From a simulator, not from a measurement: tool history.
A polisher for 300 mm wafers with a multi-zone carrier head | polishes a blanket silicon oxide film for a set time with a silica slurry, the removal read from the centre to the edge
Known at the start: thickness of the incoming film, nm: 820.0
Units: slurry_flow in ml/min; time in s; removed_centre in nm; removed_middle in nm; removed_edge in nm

run 1 hour=0.0 | slurry_flow=215 centre_zone=1.00 middle_zone=1.00 edge_zone=1.00 slurry_solids=1.00 time=84 | removed_centre=218.49 removed_middle=209.11 removed_edge=220.41
run 2 hour=2.3 | slurry_flow=215 centre_zone=1.00 middle_zone=1.00 edge_zone=0.96 slurry_solids=1.00 time=84 | removed_centre=214.52 removed_middle=207.94 removed_edge=216.96
run 3 hour=3.5 | slurry_flow=215 centre_zone=1.00 middle_zone=1.00 edge_zone=0.96 slurry_solids=0.85 time=84 | removed_centre=197.06 removed_middle=190.61 removed_edge=201.04
run 4 hour=6.9 | slurry_flow=215 centre_zone=1.00 middle_zone=1.00 edge_zone=0.92 slurry_solids=0.85 time=84 | removed_centre=198.32 removed_middle=192.30 removed_edge=194.44
run 5 hour=14.7 | slurry_flow=220 centre_zone=1.00 middle_zone=1.02 edge_zone=0.99 slurry_solids=1.05 time=85 | removed_centre=223.38 removed_middle=222.40 removed_edge=228.06
run 6 hour=15.4 | slurry_flow=220 centre_zone=1.00 middle_zone=1.02 edge_zone=0.99 slurry_solids=0.95 time=85 | removed_centre=211.69 removed_middle=210.94 removed_edge=219.35
run 7 hour=17.0 | slurry_flow=220 centre_zone=1.00 middle_zone=1.02 edge_zone=0.99 slurry_solids=0.95 time=85 | removed_centre=211.11 removed_middle=208.03 removed_edge=218.20
run 8 hour=24.3 | slurry_flow=230 centre_zone=1.01 middle_zone=1.04 edge_zone=1.05 slurry_solids=1.10 time=86 | removed_centre=228.33 removed_middle=226.57 removed_edge=246.26
run 9 hour=28.8 | slurry_flow=235 centre_zone=1.03 middle_zone=1.07 edge_zone=1.07 slurry_solids=1.25 time=87 | removed_centre=252.58 removed_middle=247.89 removed_edge=260.55
run 10 hour=30.0 | slurry_flow=245 centre_zone=1.03 middle_zone=1.08 edge_zone=1.10 slurry_solids=1.35 time=89 | removed_centre=271.36 removed_middle=273.25 removed_edge=277.16

Forecast run 11:
run 11 hour=32.4 | slurry_flow=245 centre_zone=1.02 middle_zone=1.06 edge_zone=1.13 slurry_solids=1.40 time=91 | removed_centre=? removed_middle=? removed_edge=?

Run 11 gave removed_centre 275.36 nm, removed_middle 272.61 nm, removed_edge 296.91 nm.
